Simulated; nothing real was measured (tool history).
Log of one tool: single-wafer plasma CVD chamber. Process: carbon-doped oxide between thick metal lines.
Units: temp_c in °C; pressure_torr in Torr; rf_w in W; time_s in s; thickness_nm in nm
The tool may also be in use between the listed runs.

run 1 day=0 | temp_c=375 pressure_torr=5.31 rf_w=670 time_s=156 | thickness_nm=853.88
run 2 day=0.171 | temp_c=377 pressure_torr=5.04 rf_w=665 time_s=156 | thickness_nm=840.33
run 3 day=0.375 | temp_c=379 pressure_torr=4.82 rf_w=660 time_s=156 | thickness_nm=824.26
run 4 day=0.617 | temp_c=381 pressure_torr=4.71 rf_w=660 time_s=156 | thickness_nm=822.94
-- day=0.85 RF generator calibrated
run 5 day=0.85 | temp_c=381 pressure_torr=5.36 rf_w=660 time_s=156 | thickness_nm=873.14
run 6 day=1.042 | temp_c=381 pressure_torr=5.36 rf_w=660 time_s=156 | thickness_nm=870.94
run 7 day=1.154 | temp_c=381 pressure_torr=5.36 rf_w=660 time_s=156 | thickness_nm=871.52
run 8 day=1.525 | temp_c=378 pressure_torr=5.27 rf_w=660 time_s=156 | thickness_nm=870.6
run 9 day=1.883 | temp_c=378 pressure_torr=5.1 rf_w=660 time_s=156 | thickness_nm=870.94

Forecast run 10:
run 10 day=1.983 | temp_c=390 pressure_torr=4.04 rf_w=570 time_s=155 | thickness_nm=?

{"run 10": {"thickness_nm": 743.24}}
